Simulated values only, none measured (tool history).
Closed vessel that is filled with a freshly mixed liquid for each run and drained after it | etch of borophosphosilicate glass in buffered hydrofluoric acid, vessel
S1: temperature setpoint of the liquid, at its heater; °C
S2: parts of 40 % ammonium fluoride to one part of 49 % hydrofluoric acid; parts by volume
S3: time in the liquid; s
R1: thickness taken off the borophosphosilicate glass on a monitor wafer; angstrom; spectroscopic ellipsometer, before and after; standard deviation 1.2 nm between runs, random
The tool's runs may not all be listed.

run,hour,S1,S2,S3,R1
1,0,22,20.5,90,779.87
2,1.5,23.5,20.5,90,844.6
3,7,25,17.5,90,1067.6
4,14.4,25,17.5,95,1126.4
5,22.8,26.5,16,95,1333.3
6,23.7,27.5,15,95,1481.1
7,26.4,27.5,15,95,1505.6
8,30.8,28,14.5,95,1581.4
9,35.9,28.5,14.5,95,1637.4
10,41.5,29,14.5,95,1667.1

Estimate the outcome of run 11 from the log above:
11,50.5,29.5,14,95,?

R1: 1777.6 angstrom
